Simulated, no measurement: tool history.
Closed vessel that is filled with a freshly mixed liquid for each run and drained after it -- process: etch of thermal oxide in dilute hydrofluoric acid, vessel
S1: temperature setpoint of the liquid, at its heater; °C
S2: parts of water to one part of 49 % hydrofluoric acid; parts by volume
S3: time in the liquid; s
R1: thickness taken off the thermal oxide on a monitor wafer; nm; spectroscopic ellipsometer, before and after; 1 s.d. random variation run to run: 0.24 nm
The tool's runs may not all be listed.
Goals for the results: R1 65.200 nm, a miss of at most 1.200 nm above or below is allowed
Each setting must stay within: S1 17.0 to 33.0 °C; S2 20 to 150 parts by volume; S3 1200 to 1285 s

run,hour,S1,S2,S3,R1
1,0.0,25.0,85,1200,59.209
2,7.3,25.0,100,1200,49.473
3,12.9,25.0,80,1200,63.713
4,17.2,23.0,80,1200,58.523
5,20.9,23.0,95,1200,48.128
6,25.6,24.0,95,1200,50.285
7,30.0,28.0,95,1200,58.942
8,38.0,28.5,95,1200,60.508
9,40.3,29.5,95,1200,62.542
10,46.5,30.0,95,1200,63.137

Consider the 4 candidate settings below. Which is the only one whose results all fall within their allowed miss of target?
A,52.7,30.0,95,1225,?
B,52.7,29.0,95,1220,?
C,52.7,29.5,90,1235,?
D,52.7,30.5,100,1235,?

move,R1
A,64.887
B,62.223
C,68.241
D,62.872
A: all results in spec
B: lands further from the targets than the last run did
C: pushes the last run's worst result past its target
D: lands further from the targets than the last run did
Answer: A

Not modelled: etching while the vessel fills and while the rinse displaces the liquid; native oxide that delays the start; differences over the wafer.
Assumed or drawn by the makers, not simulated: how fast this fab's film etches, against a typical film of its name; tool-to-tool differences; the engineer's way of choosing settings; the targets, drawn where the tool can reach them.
